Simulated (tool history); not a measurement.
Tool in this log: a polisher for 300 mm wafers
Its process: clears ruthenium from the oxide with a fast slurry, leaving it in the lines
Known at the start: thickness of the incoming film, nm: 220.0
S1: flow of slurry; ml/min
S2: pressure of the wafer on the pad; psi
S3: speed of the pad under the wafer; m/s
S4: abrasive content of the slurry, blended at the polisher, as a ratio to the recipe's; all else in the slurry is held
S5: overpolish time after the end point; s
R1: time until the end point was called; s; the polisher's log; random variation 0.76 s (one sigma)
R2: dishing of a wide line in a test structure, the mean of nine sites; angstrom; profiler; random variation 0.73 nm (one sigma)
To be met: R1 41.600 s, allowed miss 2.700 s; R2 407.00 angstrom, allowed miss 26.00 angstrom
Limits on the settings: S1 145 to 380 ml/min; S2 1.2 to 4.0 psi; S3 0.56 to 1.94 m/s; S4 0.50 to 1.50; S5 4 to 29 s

run  hour   S1   S2    S3    S4  S5      R1      R2
  1   0.0  245  2.6  1.24  1.00  15  50.131  515.97
  2   6.9  245  2.0  1.24  1.00  15  60.728  410.64
  3   8.3  245  2.3  1.28  1.00  13  52.586  424.75
  4  14.6  245  2.5  1.30  1.00  12  49.240  408.50
  5  16.9  245  2.6  1.32  1.00  11  45.722  389.88
  6  21.6  245  2.6  1.32  0.80  11  50.313  368.14
  7  26.2  245  2.8  1.32  0.80  11  48.814  385.31
  8  35.0  245  2.9  1.34  0.80  11  45.449  421.50
  9  41.5  245  3.1  1.36  0.80   9  42.668  363.38

5 next moves are on the table. One of them brings every result within its allowed miss. Which?
  A  48.0  280  2.6  1.62  0.70   9   ?   ?
  B  48.0  245  3.4  1.08  1.15  10   ?   ?
  C  48.0  225  2.8  1.42  0.75  11   ?   ?
  D  48.0  265  3.1  1.40  0.80   8   ?   ?
  E  48.0  275  3.1  1.38  0.80   8   ?   ?

move      R1      R2
   A  44.001  356.49
   B  41.435  415.24
   C  46.306  409.26
   D  40.536  344.83
   E  40.946  341.62
A: the biggest miss grows against the last run
B: every result lands within tolerance
C: the worst result of the last run now meets its target, but another is out of spec
D: the biggest miss grows against the last run
E: the biggest miss grows against the last run
B is the move that brings every result within its allowed miss.
